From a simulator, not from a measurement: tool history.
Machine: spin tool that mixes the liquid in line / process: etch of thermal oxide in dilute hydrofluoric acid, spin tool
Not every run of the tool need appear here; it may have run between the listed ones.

run	hour	temperature setpoint of the liquid (°C)	parts of water to one part of 49 % hydrofluoric acid (parts by volume)	time under the liquid (s)	thickness taken off the thermal oxide on a monitor wafer (angstrom)
1	0	22	90	35	14.688
2	3.9	22	90	35	14.405
3	7	23.5	90	35	15.331
4	14.9	27	90	35	17.584
5	17.2	27	70	35	22.878
6	18.2	27	70	15	9.9282
7	26.3	27.5	90	20	10.352
8	31.2	30	55	35	34.253
9	34.7	28	55	35	31.547

Run 10 has not been measured yet. What should we expect?
10	37.6	26	60	35	?

thickness taken off the thermal oxide on a monitor wafer (angstrom): 26.591
